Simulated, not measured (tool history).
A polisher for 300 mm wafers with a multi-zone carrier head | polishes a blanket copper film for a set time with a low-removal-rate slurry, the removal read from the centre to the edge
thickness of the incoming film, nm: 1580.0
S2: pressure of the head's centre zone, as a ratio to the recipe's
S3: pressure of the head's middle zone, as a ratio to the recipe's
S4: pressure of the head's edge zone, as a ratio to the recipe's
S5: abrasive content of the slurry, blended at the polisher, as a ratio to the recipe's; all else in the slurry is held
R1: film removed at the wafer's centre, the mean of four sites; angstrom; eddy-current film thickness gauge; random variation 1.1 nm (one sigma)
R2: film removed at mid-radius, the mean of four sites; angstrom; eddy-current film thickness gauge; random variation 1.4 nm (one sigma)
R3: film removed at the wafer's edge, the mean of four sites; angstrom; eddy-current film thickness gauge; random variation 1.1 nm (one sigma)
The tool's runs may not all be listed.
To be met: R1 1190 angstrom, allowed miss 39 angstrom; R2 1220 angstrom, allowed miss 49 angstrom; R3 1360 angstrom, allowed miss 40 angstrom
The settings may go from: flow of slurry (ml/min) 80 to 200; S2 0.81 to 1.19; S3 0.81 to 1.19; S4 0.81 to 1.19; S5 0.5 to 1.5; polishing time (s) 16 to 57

run 1 hour=0 | flow_of_slurry_(ml/min)=130 S2=1 S3=1 S4=1 S5=1 polishing_time_(s)=36 | R1=887.04 R2=907.57 R3=886.53
run 2 hour=2.9 | flow_of_slurry_(ml/min)=135 S2=0.99 S3=0.99 S4=1.03 S5=1.1 polishing_time_(s)=37 | R1=925.05 R2=931.01 R3=946.59
run 3 hour=4.4 | flow_of_slurry_(ml/min)=135 S2=0.99 S3=0.92 S4=1.03 S5=1.1 polishing_time_(s)=37 | R1=928.57 R2=876.57 R3=959.37
run 4 hour=8.6 | flow_of_slurry_(ml/min)=140 S2=0.98 S3=0.93 S4=1.05 S5=1.15 polishing_time_(s)=38 | R1=981.24 R2=922.96 R3=1015.9
run 5 hour=15.8 | flow_of_slurry_(ml/min)=145 S2=0.96 S3=0.94 S4=1.07 S5=1.2 polishing_time_(s)=39 | R1=990.47 R2=999.8 R3=1041
run 6 hour=24 | flow_of_slurry_(ml/min)=145 S2=0.96 S3=0.91 S4=1.07 S5=1.2 polishing_time_(s)=39 | R1=978.12 R2=959.24 R3=1050
run 7 hour=24.8 | flow_of_slurry_(ml/min)=145 S2=0.96 S3=0.91 S4=1.08 S5=1.25 polishing_time_(s)=40 | R1=1028 R2=972.88 R3=1090.4
run 8 hour=27.4 | flow_of_slurry_(ml/min)=150 S2=0.95 S3=0.91 S4=1.09 S5=1.3 polishing_time_(s)=41 | R1=1032.1 R2=1015.7 R3=1164.5
run 9 hour=32.7 | flow_of_slurry_(ml/min)=155 S2=0.96 S3=0.92 S4=1.1 S5=1.35 polishing_time_(s)=41 | R1=1072.5 R2=1054.8 R3=1174.2
run 10 hour=37.5 | flow_of_slurry_(ml/min)=160 S2=0.96 S3=0.92 S4=1.11 S5=1.35 polishing_time_(s)=41 | R1=1095.2 R2=1044.5 R3=1161.1
run 11 hour=39.6 | flow_of_slurry_(ml/min)=160 S2=0.95 S3=0.92 S4=1.11 S5=1.35 polishing_time_(s)=42 | R1=1096.9 R2=1084.1 R3=1181.8
run 12 hour=45.5 | flow_of_slurry_(ml/min)=160 S2=0.95 S3=0.92 S4=1.11 S5=1.35 polishing_time_(s)=43 | R1=1145.6 R2=1115.3 R3=1221.5
run 13 hour=51.3 | flow_of_slurry_(ml/min)=160 S2=0.94 S3=0.92 S4=1.11 S5=1.35 polishing_time_(s)=43 | R1=1107.6 R2=1119.6 R3=1244.2
run 14 hour=58.5 | flow_of_slurry_(ml/min)=170 S2=0.93 S3=0.92 S4=1.12 S5=1.45 polishing_time_(s)=44 | R1=1169.9 R2=1160.7 R3=1307.1

4 next moves are on the table. One of them brings every result within its allowed miss. Which?
run A hour=65.7 | flow_of_slurry_(ml/min)=165 S2=0.91 S3=0.91 S4=1.1 S5=1.5 polishing_time_(s)=46 | R1=? R2=? R3=?
run B hour=65.7 | flow_of_slurry_(ml/min)=175 S2=1.01 S3=1.08 S4=1.12 S5=1.35 polishing_time_(s)=43 | R1=? R2=? R3=?
run C hour=65.7 | flow_of_slurry_(ml/min)=160 S2=0.84 S3=0.88 S4=1.08 S5=1.5 polishing_time_(s)=47 | R1=? R2=? R3=?
run D hour=65.7 | flow_of_slurry_(ml/min)=175 S2=1.03 S3=1 S4=1.09 S5=1.45 polishing_time_(s)=41 | R1=? R2=? R3=?

move=A R1=1195.2 R2=1212.5 R3=1372
move=B R1=1224.7 R2=1288.4 R3=1268
move=C R1=1119.8 R2=1199.3 R3=1384.4
move=D R1=1210.7 R2=1170.3 R3=1214.2
A: meets every target
B: further off than the last run
C: brings the result that was furthest off to its target, and leaves another outside
D: further off than the last run
Move A is the one to make.
